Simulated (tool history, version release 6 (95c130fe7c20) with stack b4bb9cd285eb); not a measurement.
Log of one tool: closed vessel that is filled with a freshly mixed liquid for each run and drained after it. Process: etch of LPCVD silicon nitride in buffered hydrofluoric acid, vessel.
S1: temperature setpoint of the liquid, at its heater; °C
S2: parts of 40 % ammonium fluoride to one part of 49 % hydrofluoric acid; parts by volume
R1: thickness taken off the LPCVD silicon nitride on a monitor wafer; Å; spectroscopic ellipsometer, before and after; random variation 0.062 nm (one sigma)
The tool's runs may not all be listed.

run 1 hour=0.0 | S1=24.0 S2=11.0 time_in_the_liquid_(s)=645 | R1=95.008
run 2 hour=4.1 | S1=24.0 S2=9.0 time_in_the_liquid_(s)=645 | R1=112.070
run 3 hour=7.3 | S1=24.0 S2=7.0 time_in_the_liquid_(s)=645 | R1=146.250
run 4 hour=15.6 | S1=24.5 S2=7.0 time_in_the_liquid_(s)=645 | R1=150.870
run 5 hour=20.7 | S1=24.5 S2=7.0 time_in_the_liquid_(s)=435 | R1=101.550
run 6 hour=28.3 | S1=26.5 S2=6.5 time_in_the_liquid_(s)=480 | R1=132.150

Run 7 comes next. What will it give?
run 7 hour=34.4 | S1=28.0 S2=6.5 time_in_the_liquid_(s)=480 | R1=?

R1: 142.750 Å
